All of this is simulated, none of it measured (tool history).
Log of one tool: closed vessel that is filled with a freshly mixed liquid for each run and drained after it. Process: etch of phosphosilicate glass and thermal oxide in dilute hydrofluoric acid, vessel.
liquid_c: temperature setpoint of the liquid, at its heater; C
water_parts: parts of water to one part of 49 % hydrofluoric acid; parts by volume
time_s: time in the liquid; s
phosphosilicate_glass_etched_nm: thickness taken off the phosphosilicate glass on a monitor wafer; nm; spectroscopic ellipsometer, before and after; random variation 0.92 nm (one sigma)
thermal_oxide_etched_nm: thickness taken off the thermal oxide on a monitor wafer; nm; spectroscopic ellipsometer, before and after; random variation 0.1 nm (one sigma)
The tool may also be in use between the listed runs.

run  hour  liquid_c  water_parts  time_s  phosphosilicate_glass_etched_nm  thermal_oxide_etched_nm
  1     0        20          180      60                           39.284                   1.0407
  2   5.9      22.5          145      60                           56.032                   1.5248
  3  14.3        24          125      60                           70.446                   1.8635
  4  20.9        24          125      45                           51.602                    1.483
  5  28.9        25          100      45                           69.498                   1.9321
  6  34.3        26           90      45                           82.978                   2.3596
  7    41      26.5           85      45                           89.276                    2.469
  8  49.7        28           60      45                           137.73                   4.0324

Forecast run 9:
  9  56.4        27           60      45                                ?                        ?

{"run 9": {"phosphosilicate_glass_etched_nm": 133.6, "thermal_oxide_etched_nm": 3.8477}}

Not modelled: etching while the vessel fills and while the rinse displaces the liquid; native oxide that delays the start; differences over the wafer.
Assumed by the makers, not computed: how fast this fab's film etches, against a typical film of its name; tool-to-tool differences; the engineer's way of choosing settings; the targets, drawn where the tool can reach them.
